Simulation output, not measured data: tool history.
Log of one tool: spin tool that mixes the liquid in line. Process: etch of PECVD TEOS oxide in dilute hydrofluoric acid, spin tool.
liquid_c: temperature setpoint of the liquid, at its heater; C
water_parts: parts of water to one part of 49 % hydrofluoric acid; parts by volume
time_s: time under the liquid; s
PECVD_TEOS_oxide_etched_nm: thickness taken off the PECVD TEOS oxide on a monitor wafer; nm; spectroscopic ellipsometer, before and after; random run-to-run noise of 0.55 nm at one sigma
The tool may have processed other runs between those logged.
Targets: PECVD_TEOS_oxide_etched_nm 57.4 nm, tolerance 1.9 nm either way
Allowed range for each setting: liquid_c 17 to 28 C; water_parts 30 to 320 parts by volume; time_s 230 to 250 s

run	hour	liquid_c	water_parts	time_s	PECVD_TEOS_oxide_etched_nm
1	0	20	175	230	14.713
2	5.4	22.5	130	235	23.571
3	7.1	22.5	165	235	17.895
4	10.2	24	125	235	25.75
5	11.2	24	190	235	15.621
6	17.8	24	230	235	12.641
7	25.5	25	165	240	19.98
# hour 30.8: thermometer replaced
8	30.8	26	120	245	27.529
9	34.2	26.5	90	245	39.724
10	41.5	27	75	245	49.399
11	44	28	60	245	65.713
12	46	26	60	245	60.824

4 candidate next runs follow, results not yet known. Just one meets every target within its allowed miss. Identify it.
A	48	24.5	60	250	?
B	48	25.5	60	250	?
C	48	28	60	235	?
D	48	28	70	240	?

move	PECVD_TEOS_oxide_etched_nm
A	57.56
B	59.939
C	62.256
D	53.724
A: every result lands within tolerance
B: closes in on the targets versus the last run, not all within tolerance yet
C: its largest miss is bigger than the last run's
D: takes the biggest miss from the last run beyond its target
The move that meets every target is A.
